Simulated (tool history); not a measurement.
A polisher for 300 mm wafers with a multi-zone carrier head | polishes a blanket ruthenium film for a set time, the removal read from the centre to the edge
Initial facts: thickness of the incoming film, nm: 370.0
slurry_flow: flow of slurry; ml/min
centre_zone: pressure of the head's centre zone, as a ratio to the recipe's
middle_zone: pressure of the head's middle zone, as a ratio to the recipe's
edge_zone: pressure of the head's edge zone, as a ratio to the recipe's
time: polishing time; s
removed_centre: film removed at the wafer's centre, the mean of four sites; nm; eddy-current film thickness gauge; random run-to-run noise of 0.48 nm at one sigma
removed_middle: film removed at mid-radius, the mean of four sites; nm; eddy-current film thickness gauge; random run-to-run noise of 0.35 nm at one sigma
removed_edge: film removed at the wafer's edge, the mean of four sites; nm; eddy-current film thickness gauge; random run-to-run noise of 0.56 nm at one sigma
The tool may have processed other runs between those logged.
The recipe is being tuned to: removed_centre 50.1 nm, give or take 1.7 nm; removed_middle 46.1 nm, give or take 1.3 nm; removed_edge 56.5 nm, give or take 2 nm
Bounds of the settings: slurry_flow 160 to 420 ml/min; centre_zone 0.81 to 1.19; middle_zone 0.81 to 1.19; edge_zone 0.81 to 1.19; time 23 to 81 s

run	hour	slurry_flow	centre_zone	middle_zone	edge_zone	time	removed_centre	removed_middle	removed_edge
1	0	270	1	1	1	52	45.807	47.214	48.42
2	2.7	275	1	0.99	1.02	52	46.75	46.651	47.859
3	7.8	275	1	1.05	1.02	52	46.645	49.802	49.042
4	12.1	275	1	1.13	1.02	52	46.559	52.585	48.882
5	19.7	225	1	1.13	1.02	52	44.699	51.323	47.943
6	20.7	225	1	1.13	1.02	46	39.746	44.983	41.555
7	28.9	235	1	1.1	1.04	47	41.198	44.812	43.605
8	30.4	245	1	1.08	1.06	48	42.054	46.006	44.757
9	38.3	170	1.02	0.98	1.16	61	51.725	50.928	56.951

Pick the move, out of 5, that brings all results within their allowed miss; only one does.
A	46.2	160	1.1	0.82	1.18	61	?	?	?
B	46.2	210	1.06	0.99	1.18	60	?	?	?
C	46.2	200	1.01	0.98	1.18	61	?	?	?
D	46.2	200	1.01	1.08	1.11	61	?	?	?
E	46.2	190	1.02	0.9	1.19	58	?	?	?

move	removed_centre	removed_middle	removed_edge
A	54.531	43.419	58.754
B	54.64	52.446	59.765
C	52.458	52.476	60.424
D	52.494	56.988	58.509
E	49.869	46.069	57.399
A: carries the result that was furthest off beyond its target, to the other side
B: the biggest miss grows against the last run
C: the biggest miss grows against the last run
D: the biggest miss grows against the last run
E: every result within its allowed miss
E is the move that brings every result within its allowed miss.
